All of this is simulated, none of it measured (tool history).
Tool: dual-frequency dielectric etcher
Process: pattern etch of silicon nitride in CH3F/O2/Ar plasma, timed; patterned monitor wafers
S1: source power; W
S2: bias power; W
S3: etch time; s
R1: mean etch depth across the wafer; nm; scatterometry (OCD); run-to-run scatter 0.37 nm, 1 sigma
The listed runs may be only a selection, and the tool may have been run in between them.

run 1 hour=0 | S1=350 S2=99 S3=70 | R1=55.195
run 2 hour=6.8 | S1=370 S2=101 S3=70 | R1=56.175
run 3 hour=13.1 | S1=370 S2=114 S3=70 | R1=60.456
run 4 hour=18.1 | S1=380 S2=114 S3=70 | R1=61.189
run 5 hour=20.4 | S1=380 S2=96 S3=70 | R1=55.042
run 6 hour=25.5 | S1=380 S2=105 S3=70 | R1=58.242

Run 7 has not been measured yet. What should we expect?
run 7 hour=32.3 | S1=450 S2=109 S3=70 | R1=?

R1: 62.673 nm

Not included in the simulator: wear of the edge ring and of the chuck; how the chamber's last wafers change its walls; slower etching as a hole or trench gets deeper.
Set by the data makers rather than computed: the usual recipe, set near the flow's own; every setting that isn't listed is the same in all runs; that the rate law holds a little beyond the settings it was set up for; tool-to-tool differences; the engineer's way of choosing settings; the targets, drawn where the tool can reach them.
